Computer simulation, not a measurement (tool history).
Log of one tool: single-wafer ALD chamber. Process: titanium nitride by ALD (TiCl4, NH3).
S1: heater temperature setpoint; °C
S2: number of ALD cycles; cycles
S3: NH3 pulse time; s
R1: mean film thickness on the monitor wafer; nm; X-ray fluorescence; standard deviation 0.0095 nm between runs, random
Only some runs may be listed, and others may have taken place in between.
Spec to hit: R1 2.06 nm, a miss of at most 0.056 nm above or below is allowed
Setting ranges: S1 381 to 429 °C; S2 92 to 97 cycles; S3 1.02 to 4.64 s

{"run": 1, "hour": 0.0, "S1": 405, "S2": 97, "S3": 2.83, "R1": 2.3465}
{"run": 2, "hour": 1.9, "S1": 403, "S2": 96, "S3": 2.64, "R1": 2.2925}
{"run": 3, "hour": 4.6, "S1": 398, "S2": 96, "S3": 2.64, "R1": 2.3119}
{"run": 4, "hour": 6.2, "S1": 401, "S2": 96, "S3": 2.47, "R1": 2.2847}
{"run": 5, "hour": 10.4, "S1": 401, "S2": 96, "S3": 2.32, "R1": 2.2884}
{"run": 6, "hour": 12.9, "S1": 401, "S2": 96, "S3": 2.93, "R1": 2.2919}
{"run": 7, "hour": 14.2, "S1": 399, "S2": 96, "S3": 3.05, "R1": 2.2942}
{"run": 8, "hour": 22.2, "S1": 397, "S2": 96, "S3": 2.84, "R1": 2.2867}
{"hour": 30.0, "done": "thermocouple changed; heater temperature recalibrated"}
{"run": 9, "hour": 30.0, "S1": 395, "S2": 96, "S3": 2.65, "R1": 2.2851}
{"run": 10, "hour": 33.2, "S1": 394, "S2": 96, "S3": 2.48, "R1": 2.2797}
{"run": 11, "hour": 41.8, "S1": 393, "S2": 96, "S3": 2.33, "R1": 2.2478}

Which of these 4 next moves meets every target?
{"run": "A", "hour": 50.4, "S1": 381, "S2": 96, "S3": 1.43, "R1": "?"}
{"run": "B", "hour": 50.4, "S1": 399, "S2": 95, "S3": 2.5, "R1": "?"}
{"run": "C", "hour": 50.4, "S1": 396, "S2": 96, "S3": 2.14, "R1": "?"}
{"run": "D", "hour": 50.4, "S1": 394, "S2": 95, "S3": 3.62, "R1": "?"}

move=A R1=2.0761
move=B R1=2.253
move=C R1=2.247
move=D R1=2.2877
A: meets every target
B: just as far off the targets as the last run
C: just as far off the targets as the last run
D: lands further from the targets than the last run did
A is the move that brings every result within its allowed miss.

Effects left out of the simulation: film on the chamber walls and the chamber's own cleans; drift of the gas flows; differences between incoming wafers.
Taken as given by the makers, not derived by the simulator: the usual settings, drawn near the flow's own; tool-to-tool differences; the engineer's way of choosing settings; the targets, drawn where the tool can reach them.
